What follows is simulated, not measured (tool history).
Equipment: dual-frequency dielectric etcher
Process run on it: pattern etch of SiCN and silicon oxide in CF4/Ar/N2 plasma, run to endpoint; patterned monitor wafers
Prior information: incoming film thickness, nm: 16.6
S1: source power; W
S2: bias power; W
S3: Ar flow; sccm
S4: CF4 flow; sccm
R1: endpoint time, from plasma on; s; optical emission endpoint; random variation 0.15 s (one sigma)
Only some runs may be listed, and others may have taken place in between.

run,hour,S1,S2,S3,S4,R1
1,0,570,57,77,67,18.1
2,1.4,570,67,77,67,17.071
3,8.9,530,67,77,67,18.08
4,9.6,530,67,77,73,17.525
5,18.3,500,67,77,73,18.453
6,26.1,480,67,77,73,19.248
7,31.4,460,67,77,73,19.822
8,35.8,450,67,77,73,19.895
9,43.7,440,67,77,73,20.493

Forecast run 10:
10,46.5,430,67,77,73,?

Logged for run 10: R1 20.768 s.

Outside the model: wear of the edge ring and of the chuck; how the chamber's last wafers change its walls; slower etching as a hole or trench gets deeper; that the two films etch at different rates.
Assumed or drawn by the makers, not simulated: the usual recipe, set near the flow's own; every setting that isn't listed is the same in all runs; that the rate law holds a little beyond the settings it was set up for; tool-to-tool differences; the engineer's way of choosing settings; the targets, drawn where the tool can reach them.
